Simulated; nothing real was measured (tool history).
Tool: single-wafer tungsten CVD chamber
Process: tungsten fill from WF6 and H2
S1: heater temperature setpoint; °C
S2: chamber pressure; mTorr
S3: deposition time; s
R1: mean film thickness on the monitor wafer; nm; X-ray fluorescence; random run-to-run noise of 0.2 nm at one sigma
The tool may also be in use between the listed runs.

run  hour   S1     S2    S3      R1
  1     0  395  51600  13.8  44.481
  2   5.7  397  51600  13.8  46.536
  3     9  397  56500  13.8   48.75
  4  16.6  397  56500  13.8  48.627
  5    19  399  56500  13.8  50.765
  6    22  400  56500  13.8   51.83
  7  24.9  401  56500  13.8   52.96
  8    27  402  56500  13.8   54.06

The next listed run, before its measurement:
  9  29.8  411  56600  13.8   ?

{"run 9": {"R1": 64.497}}

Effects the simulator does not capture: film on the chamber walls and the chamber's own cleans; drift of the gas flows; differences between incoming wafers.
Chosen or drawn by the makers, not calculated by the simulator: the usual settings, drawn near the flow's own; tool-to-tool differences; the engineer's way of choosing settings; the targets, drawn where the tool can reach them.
